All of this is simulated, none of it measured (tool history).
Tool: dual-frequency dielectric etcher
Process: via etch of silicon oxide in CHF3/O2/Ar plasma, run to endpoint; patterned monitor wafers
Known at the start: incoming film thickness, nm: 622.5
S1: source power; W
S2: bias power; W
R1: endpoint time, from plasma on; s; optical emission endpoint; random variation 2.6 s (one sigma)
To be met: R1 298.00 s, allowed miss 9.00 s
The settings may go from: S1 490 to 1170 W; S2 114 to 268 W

run	day	S1	S2	R1
1	0.000	830	191	257.42
2	0.158	800	188	262.88
3	0.208	800	202	259.13
4	0.529	800	187	265.37
5	0.638	780	185	268.17
6	0.825	760	183	270.59
7	0.958	760	183	272.13
8	1.312	740	181	275.49
9	1.617	720	180	277.37
10	1.838	720	180	277.14
11	1.929	700	178	280.90

4 next moves are on the table. One of them brings every result within its allowed miss. Which?
A	2.021	730	176	?
B	2.021	820	182	?
C	2.021	600	132	?
D	2.021	720	137	?

move	R1
A	281.40
B	268.08
C	322.91
D	300.91
A: as far off as the last run
B: further off than the last run
C: takes the result that was furthest off past its target
D: meets every target
Answer: D
